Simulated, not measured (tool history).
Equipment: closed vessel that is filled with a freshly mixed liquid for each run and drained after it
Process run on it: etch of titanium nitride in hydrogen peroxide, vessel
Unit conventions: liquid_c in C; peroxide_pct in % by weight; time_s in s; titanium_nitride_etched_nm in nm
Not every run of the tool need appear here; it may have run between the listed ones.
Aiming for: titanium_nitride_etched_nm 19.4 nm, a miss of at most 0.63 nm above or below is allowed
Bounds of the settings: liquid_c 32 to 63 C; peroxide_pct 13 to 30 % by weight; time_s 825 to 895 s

| run | hour | liquid_c | peroxide_pct | time_s | titanium_nitride_etched_nm |
|---|---|---|---|---|---|
| 1 | 0 | 47 | 24 | 825 | 52.73 |
| 2 | 4.2 | 44.5 | 24 | 825 | 43.536 |
| 3 | 5 | 42.5 | 24 | 825 | 37.483 |
| 4 | 7.9 | 42.5 | 24 | 895 | 40.901 |
| 5 | 13.9 | 40.5 | 24 | 895 | 34.71 |
| 6 | 15.9 | 39 | 24 | 895 | 30.709 |
| 7 | 20.2 | 38 | 24 | 895 | 28.761 |
| 8 | 29.1 | 37 | 24 | 895 | 26.683 |
| 9 | 33.7 | 36 | 24 | 895 | 24.627 |
| 10 | 38.8 | 36 | 24 | 895 | 24.664 |
| 11 | 44.2 | 32 | 24 | 895 | 17.696 |
| 12 | 50.5 | 32.5 | 24 | 895 | 18.511 |

Which one of the following 4 next-run settings gets every result inside its allowed miss? There is exactly one.
| A | 56.8 | 32 | 26 | 825 | ? |
| B | 56.8 | 32.5 | 17 | 895 | ? |
| C | 56.8 | 32.5 | 25.5 | 825 | ? |
| D | 56.8 | 33 | 23 | 895 | ? |

| move | titanium_nitride_etched_nm |
|---|---|
| A | 16.819 |
| B | 17.339 |
| C | 17.439 |
| D | 19.259 |
A: the biggest miss grows against the last run
B: the biggest miss grows against the last run
C: the biggest miss grows against the last run
D: meets every target
Move D is the one to make.
